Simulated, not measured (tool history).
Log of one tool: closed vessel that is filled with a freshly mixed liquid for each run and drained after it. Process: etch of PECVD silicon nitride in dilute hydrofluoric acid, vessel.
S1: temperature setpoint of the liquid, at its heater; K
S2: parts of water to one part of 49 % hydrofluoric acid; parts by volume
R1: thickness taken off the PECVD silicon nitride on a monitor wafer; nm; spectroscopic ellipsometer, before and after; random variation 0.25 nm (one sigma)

Run 1, hour 0.0: S1 298.15 K, S2 250 parts by volume, time in the liquid (s) 925. Result: R1 22.053 nm.
Run 2, hour 1.9: S1 299.15 K, S2 250 parts by volume, time in the liquid (s) 925. Result: R1 23.864 nm.
Run 3, hour 10.1: S1 300.15 K, S2 250 parts by volume, time in the liquid (s) 925. Result: R1 24.805 nm.
Run 4, hour 12.3: S1 296.65 K, S2 250 parts by volume, time in the liquid (s) 925. Result: R1 20.300 nm.
Run 5, hour 21.0: S1 296.65 K, S2 320 parts by volume, time in the liquid (s) 925. Result: R1 15.792 nm.
Run 6, hour 26.5: S1 299.15 K, S2 320 parts by volume, time in the liquid (s) 925. Result: R1 18.275 nm.
Run 7, hour 30.0: S1 300.15 K, S2 310 parts by volume, time in the liquid (s) 925. Result: R1 20.064 nm.
Run 8, hour 34.2: S1 301.15 K, S2 300 parts by volume, time in the liquid (s) 925. Result: R1 21.900 nm.
Run 9, hour 43.1: S1 302.15 K, S2 290 parts by volume, time in the liquid (s) 925. Result: R1 24.185 nm.

Run 10 comes next. What will it give?
Run 10, hour 50.4: S1 302.15 K, S2 290 parts by volume, time in the liquid (s) 925. Result: R1 ?.

{"run 10": {"R1": 24.244}}
